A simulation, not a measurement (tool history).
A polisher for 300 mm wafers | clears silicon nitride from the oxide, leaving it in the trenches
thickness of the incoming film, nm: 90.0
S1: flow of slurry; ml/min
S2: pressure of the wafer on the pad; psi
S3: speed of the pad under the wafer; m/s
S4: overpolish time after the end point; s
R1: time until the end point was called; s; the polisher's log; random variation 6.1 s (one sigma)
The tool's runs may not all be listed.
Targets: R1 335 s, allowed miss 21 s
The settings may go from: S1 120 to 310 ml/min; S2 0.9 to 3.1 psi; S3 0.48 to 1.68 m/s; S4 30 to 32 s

| run | hour | S1 | S2 | S3 | S4 | R1 |
|---|---|---|---|---|---|---|
| 1 | 0 | 200 | 2 | 1.08 | 30 | 121.23 |
| 2 | 6.1 | 200 | 1.5 | 1.08 | 30 | 157.38 |
| 3 | 10 | 200 | 1.5 | 1.32 | 30 | 135.37 |
| 4 | 16.6 | 195 | 1.4 | 1.18 | 30 | 156.29 |
| 5 | 17.3 | 195 | 1.4 | 1.18 | 30 | 164.28 |
| 6 | 23.4 | 185 | 1.3 | 1.1 | 30 | 184.75 |
| 7 | 25.7 | 180 | 1.2 | 1.04 | 30 | 211.18 |
| 8 | 34.6 | 175 | 1.1 | 1 | 30 | 240.82 |
| 9 | 35.4 | 170 | 1.1 | 0.98 | 30 | 250.18 |

Which of these 5 next moves meets every target?
| A | 36.2 | 240 | 1.1 | 1.24 | 30 | ? |
| B | 36.2 | 165 | 1.2 | 1.14 | 30 | ? |
| C | 36.2 | 180 | 1.6 | 0.98 | 32 | ? |
| D | 36.2 | 140 | 0.9 | 0.88 | 30 | ? |
| E | 36.2 | 200 | 1.5 | 1.1 | 30 | ? |

| move | R1 |
|---|---|
| A | 188.12 |
| B | 197.07 |
| C | 171.14 |
| D | 340.86 |
| E | 160.58 |
A: further off than the last run
B: further off than the last run
C: further off than the last run
D: meets every target
E: further off than the last run
Move D is the one to make.
